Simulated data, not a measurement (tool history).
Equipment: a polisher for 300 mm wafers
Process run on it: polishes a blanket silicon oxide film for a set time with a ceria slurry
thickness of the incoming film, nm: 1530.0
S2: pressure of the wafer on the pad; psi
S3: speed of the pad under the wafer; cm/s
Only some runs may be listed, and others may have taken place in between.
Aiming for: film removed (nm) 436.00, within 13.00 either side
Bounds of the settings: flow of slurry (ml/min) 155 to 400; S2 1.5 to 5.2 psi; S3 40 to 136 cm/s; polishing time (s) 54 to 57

run 1 hour=0.0 | flow_of_slurry_(ml/min)=255 S2=3.3 S3=88 polishing_time_(s)=54 | film_removed_(nm)=260.09
run 2 hour=5.8 | flow_of_slurry_(ml/min)=255 S2=3.3 S3=104 polishing_time_(s)=54 | film_removed_(nm)=300.37
run 3 hour=8.1 | flow_of_slurry_(ml/min)=255 S2=3.3 S3=114 polishing_time_(s)=54 | film_removed_(nm)=327.32
run 4 hour=9.1 | flow_of_slurry_(ml/min)=255 S2=3.4 S3=114 polishing_time_(s)=54 | film_removed_(nm)=335.07
run 5 hour=17.5 | flow_of_slurry_(ml/min)=255 S2=3.5 S3=114 polishing_time_(s)=54 | film_removed_(nm)=336.25
run 6 hour=23.1 | flow_of_slurry_(ml/min)=255 S2=3.5 S3=114 polishing_time_(s)=54 | film_removed_(nm)=340.10
run 7 hour=31.6 | flow_of_slurry_(ml/min)=265 S2=4.4 S3=114 polishing_time_(s)=54 | film_removed_(nm)=406.41
run 8 hour=39.1 | flow_of_slurry_(ml/min)=265 S2=4.6 S3=114 polishing_time_(s)=54 | film_removed_(nm)=417.12

5 candidate next runs follow, results not yet known. Just one meets every target within its allowed miss. Identify it.
run A hour=46.6 | flow_of_slurry_(ml/min)=210 S2=5.0 S3=120 polishing_time_(s)=55 | film_removed_(nm)=?
run B hour=46.6 | flow_of_slurry_(ml/min)=275 S2=5.2 S3=110 polishing_time_(s)=56 | film_removed_(nm)=?
run C hour=46.6 | flow_of_slurry_(ml/min)=245 S2=4.9 S3=120 polishing_time_(s)=54 | film_removed_(nm)=?
run D hour=46.6 | flow_of_slurry_(ml/min)=205 S2=4.9 S3=112 polishing_time_(s)=55 | film_removed_(nm)=?
run E hour=46.6 | flow_of_slurry_(ml/min)=285 S2=4.5 S3=130 polishing_time_(s)=54 | film_removed_(nm)=?

move=A film_removed_(nm)=477.37
move=B film_removed_(nm)=475.72
move=C film_removed_(nm)=468.48
move=D film_removed_(nm)=439.83
move=E film_removed_(nm)=477.92
A: pushes the last run's worst result past its target
B: pushes the last run's worst result past its target
C: pushes the last run's worst result past its target
D: meets every target
E: pushes the last run's worst result past its target
So the answer is move D, the one that meets all the targets.
